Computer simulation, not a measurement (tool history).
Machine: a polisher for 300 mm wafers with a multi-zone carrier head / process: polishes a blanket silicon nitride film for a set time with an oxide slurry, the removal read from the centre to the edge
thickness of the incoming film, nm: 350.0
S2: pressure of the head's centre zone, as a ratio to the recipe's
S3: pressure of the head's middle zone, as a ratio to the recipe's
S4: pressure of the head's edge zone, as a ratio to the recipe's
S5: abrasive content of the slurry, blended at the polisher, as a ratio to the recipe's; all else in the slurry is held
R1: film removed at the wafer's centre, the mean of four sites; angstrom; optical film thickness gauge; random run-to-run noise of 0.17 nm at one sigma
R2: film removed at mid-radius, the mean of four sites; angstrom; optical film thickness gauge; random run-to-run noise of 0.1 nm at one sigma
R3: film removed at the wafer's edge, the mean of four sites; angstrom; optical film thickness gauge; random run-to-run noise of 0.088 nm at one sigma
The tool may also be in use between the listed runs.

Run 1, hour 0.0: flow of slurry (ml/min) 285, S2 1.00, S3 1.00, S4 1.00, S5 1.00, polishing time (s) 67. Result: R1 214.73 angstrom, R2 215.66 angstrom, R3 210.13 angstrom.
Run 2, hour 6.9: flow of slurry (ml/min) 285, S2 1.00, S3 1.00, S4 0.96, S5 1.00, polishing time (s) 67. Result: R1 215.21 angstrom, R2 214.81 angstrom, R3 204.04 angstrom.
Run 3, hour 7.6: flow of slurry (ml/min) 285, S2 1.00, S3 1.00, S4 0.96, S5 1.00, polishing time (s) 83. Result: R1 265.64 angstrom, R2 267.78 angstrom, R3 253.42 angstrom.
Run 4, hour 10.4: flow of slurry (ml/min) 285, S2 1.00, S3 1.00, S4 0.96, S5 1.00, polishing time (s) 72. Result: R1 228.75 angstrom, R2 232.23 angstrom, R3 223.72 angstrom.
Run 5, hour 12.3: flow of slurry (ml/min) 285, S2 1.01, S3 1.01, S4 0.95, S5 0.95, polishing time (s) 70. Result: R1 215.83 angstrom, R2 218.68 angstrom, R3 206.51 angstrom.
Run 6, hour 20.3: flow of slurry (ml/min) 285, S2 1.01, S3 0.93, S4 0.95, S5 0.95, polishing time (s) 70. Result: R1 219.42 angstrom, R2 205.84 angstrom, R3 211.92 angstrom.
Run 7, hour 21.3: flow of slurry (ml/min) 285, S2 1.01, S3 0.94, S4 0.93, S5 0.90, polishing time (s) 69. Result: R1 212.37 angstrom, R2 199.36 angstrom, R3 198.06 angstrom.
Run 8, hour 26.1: flow of slurry (ml/min) 255, S2 0.91, S3 0.93, S4 0.83, S5 0.65, polishing time (s) 69. Result: R1 160.77 angstrom, R2 164.10 angstrom, R3 158.96 angstrom.
Run 9, hour 31.0: flow of slurry (ml/min) 250, S2 0.92, S3 0.94, S4 0.83, S5 0.65, polishing time (s) 69. Result: R1 160.30 angstrom, R2 165.37 angstrom, R3 156.18 angstrom.
Run 10, hour 34.8: flow of slurry (ml/min) 245, S2 0.93, S3 0.94, S4 0.83, S5 0.65, polishing time (s) 69. Result: R1 159.30 angstrom, R2 164.71 angstrom, R3 155.86 angstrom.

Expected results for the next run?
Run 11, hour 43.0: flow of slurry (ml/min) 240, S2 0.94, S3 0.94, S4 0.83, S5 0.65, polishing time (s) 69. Result: R1 ?, R2 ?, R3 ?.

For run 11 the tool returned R1 161.54 angstrom, R2 164.92 angstrom, R3 158.46 angstrom.

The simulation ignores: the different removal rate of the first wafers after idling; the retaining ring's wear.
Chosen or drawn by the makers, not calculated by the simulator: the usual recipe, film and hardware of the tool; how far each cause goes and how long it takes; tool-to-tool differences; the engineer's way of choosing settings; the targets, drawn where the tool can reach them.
